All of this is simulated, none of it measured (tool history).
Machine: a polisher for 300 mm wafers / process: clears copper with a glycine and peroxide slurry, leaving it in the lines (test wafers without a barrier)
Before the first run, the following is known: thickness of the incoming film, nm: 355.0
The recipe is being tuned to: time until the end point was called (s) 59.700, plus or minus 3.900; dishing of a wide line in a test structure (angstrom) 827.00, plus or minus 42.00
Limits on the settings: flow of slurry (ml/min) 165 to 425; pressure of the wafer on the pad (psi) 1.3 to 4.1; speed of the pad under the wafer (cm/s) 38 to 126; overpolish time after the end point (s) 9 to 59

run	hour	flow of slurry (ml/min)	pressure of the wafer on the pad (psi)	speed of the pad under the wafer (cm/s)	overpolish time after the end point (s)	time until the end point was called (s)	dishing of a wide line in a test structure (angstrom)
1	0.0	275	2.7	82	30	87.404	769.61
2	1.8	275	2.7	68	30	101.770	676.61
3	5.1	275	2.9	70	29	98.631	712.13
4	9.1	275	2.9	70	41	94.507	915.36
5	10.1	275	3.1	74	38	88.833	916.95
6	17.6	275	3.6	74	38	76.080	993.81
7	23.3	275	3.7	76	36	76.861	982.90
8	31.8	275	3.8	78	34	72.952	1000.10
9	35.8	275	3.8	80	31	71.643	932.29

4 candidate next runs follow, results not yet known. Just one meets every target within its allowed miss. Identify it.
A	39.8	265	3.4	110	29	?	?
B	39.8	205	4.1	96	22	?	?
C	39.8	345	3.0	78	34	?	?
D	39.8	270	3.2	70	51	?	?

move	time until the end point was called (s)	dishing of a wide line in a test structure (angstrom)
A	58.663	953.67
B	59.164	794.76
C	83.188	848.60
D	88.783	1073.60
A: the furthest-off result lands on target, but another misses its tolerance
B: all results land within tolerance of their targets
C: moves away from the targets compared with the last run
D: moves away from the targets compared with the last run
Move B is the one to make.
